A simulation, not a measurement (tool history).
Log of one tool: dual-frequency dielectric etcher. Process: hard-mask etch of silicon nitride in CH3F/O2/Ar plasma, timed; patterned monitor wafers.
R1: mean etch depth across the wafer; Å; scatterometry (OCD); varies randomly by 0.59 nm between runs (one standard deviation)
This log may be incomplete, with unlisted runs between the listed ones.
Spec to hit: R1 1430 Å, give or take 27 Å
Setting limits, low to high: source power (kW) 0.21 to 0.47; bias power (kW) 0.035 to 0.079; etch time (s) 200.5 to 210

{"run": 1, "day": 0.0, "source power (kW)": 0.34, "bias power (kW)": 0.057, "etch time (s)": 200.5, "R1": 1276.4}
{"run": 2, "day": 0.208, "source power (kW)": 0.36, "bias power (kW)": 0.058, "etch time (s)": 200.5, "R1": 1315.2}
{"run": 3, "day": 0.554, "source power (kW)": 0.39, "bias power (kW)": 0.058, "etch time (s)": 200.5, "R1": 1371.3}
{"run": 4, "day": 0.812, "source power (kW)": 0.39, "bias power (kW)": 0.051, "etch time (s)": 200.5, "R1": 1293.1}
{"run": 5, "day": 0.954, "source power (kW)": 0.35, "bias power (kW)": 0.051, "etch time (s)": 200.5, "R1": 1225.1}
{"run": 6, "day": 1.196, "source power (kW)": 0.35, "bias power (kW)": 0.051, "etch time (s)": 210, "R1": 1286.7}
{"run": 7, "day": 1.425, "source power (kW)": 0.37, "bias power (kW)": 0.051, "etch time (s)": 210, "R1": 1320.3}
{"run": 8, "day": 1.562, "source power (kW)": 0.38, "bias power (kW)": 0.051, "etch time (s)": 210, "R1": 1330.1}
{"run": 9, "day": 1.938, "source power (kW)": 0.39, "bias power (kW)": 0.051, "etch time (s)": 210, "R1": 1345.5}
{"run": 10, "day": 2.154, "source power (kW)": 0.4, "bias power (kW)": 0.051, "etch time (s)": 210, "R1": 1366.4}
{"run": 11, "day": 2.467, "source power (kW)": 0.41, "bias power (kW)": 0.051, "etch time (s)": 210, "R1": 1377.5}
{"run": 12, "day": 2.625, "source power (kW)": 0.42, "bias power (kW)": 0.051, "etch time (s)": 210, "R1": 1392.7}
{"day": 2.654, "done": "wet clean of the chamber"}
{"run": 13, "day": 2.654, "source power (kW)": 0.43, "bias power (kW)": 0.051, "etch time (s)": 210, "R1": 1340.9}
{"run": 14, "day": 2.779, "source power (kW)": 0.43, "bias power (kW)": 0.053, "etch time (s)": 210, "R1": 1358}
{"run": 15, "day": 2.929, "source power (kW)": 0.43, "bias power (kW)": 0.055, "etch time (s)": 210, "R1": 1382.7}
{"run": 16, "day": 3.25, "source power (kW)": 0.43, "bias power (kW)": 0.056, "etch time (s)": 210, "R1": 1403.2}

5 next moves are on the table. One of them brings every result within its allowed miss. Which?
{"run": "A", "day": 3.571, "source power (kW)": 0.42, "bias power (kW)": 0.061, "etch time (s)": 202.5, "R1": "?"}
{"run": "B", "day": 3.571, "source power (kW)": 0.4, "bias power (kW)": 0.065, "etch time (s)": 200.5, "R1": "?"}
{"run": "C", "day": 3.571, "source power (kW)": 0.43, "bias power (kW)": 0.055, "etch time (s)": 205, "R1": "?"}
{"run": "D", "day": 3.571, "source power (kW)": 0.46, "bias power (kW)": 0.06, "etch time (s)": 202.5, "R1": "?"}
{"run": "E", "day": 3.571, "source power (kW)": 0.43, "bias power (kW)": 0.054, "etch time (s)": 205, "R1": "?"}

move=A R1=1376.9
move=B R1=1373
move=C R1=1346.3
move=D R1=1420.1
move=E R1=1335.7
A: misses by more than the last run did
B: misses by more than the last run did
C: misses by more than the last run did
D: all results in spec
E: misses by more than the last run did
Go with D: it meets all targets.
